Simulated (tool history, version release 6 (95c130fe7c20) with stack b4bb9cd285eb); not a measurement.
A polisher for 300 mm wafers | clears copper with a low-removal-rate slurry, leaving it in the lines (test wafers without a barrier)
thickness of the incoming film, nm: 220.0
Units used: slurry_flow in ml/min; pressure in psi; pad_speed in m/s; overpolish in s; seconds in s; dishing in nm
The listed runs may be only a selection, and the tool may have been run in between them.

run	day	slurry_flow	pressure	pad_speed	slurry_solids	overpolish	seconds	dishing
1	0	130	3.2	0.94	1	26	71.857	46.519
2	0.154	130	3.2	1.16	1	26	60.887	52.693
3	0.458	130	3.2	0.98	1	26	69.542	47.835
4	0.633	130	2.6	0.98	1	26	83.174	40.639
5	0.783	135	3	0.98	1	26	74.146	46.108
6	0.992	135	3	0.98	1	34	73.127	58.515
7	1.158	140	3.3	1	1	31	65.316	57.853
8	1.471	145	3.5	1	1	29	60.201	59.703

For run 9, what comes out?
9	1.821	155	3.6	1	1	27	?	?

seconds: 60.03 s
dishing: 55.314 nm
